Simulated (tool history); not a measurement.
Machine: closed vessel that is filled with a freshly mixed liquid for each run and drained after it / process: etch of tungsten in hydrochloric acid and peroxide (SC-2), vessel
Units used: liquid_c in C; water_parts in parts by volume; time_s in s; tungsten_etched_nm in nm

| run | day | liquid_c | water_parts | time_s | tungsten_etched_nm |
|---|---|---|---|---|---|
| 1 | 0 | 56 | 5.5 | 30 | 22.915 |
| 2 | 0.317 | 57 | 5.5 | 30 | 24.339 |
| 3 | 0.417 | 58 | 5.5 | 30 | 25.92 |
| 4 | 0.712 | 65 | 5.5 | 30 | 40.01 |
| 5 | 1.004 | 65 | 5.5 | 30 | 40.274 |
| 6 | 1.271 | 65 | 5.5 | 30 | 39.948 |
| 7 | 1.367 | 64 | 5.5 | 30 | 37.661 |

Estimate the outcome of run 8 from the log above:
| 8 | 1.517 | 60.5 | 5.5 | 30 | ? |

Run 8 gave tungsten_etched_nm 30.497 nm.

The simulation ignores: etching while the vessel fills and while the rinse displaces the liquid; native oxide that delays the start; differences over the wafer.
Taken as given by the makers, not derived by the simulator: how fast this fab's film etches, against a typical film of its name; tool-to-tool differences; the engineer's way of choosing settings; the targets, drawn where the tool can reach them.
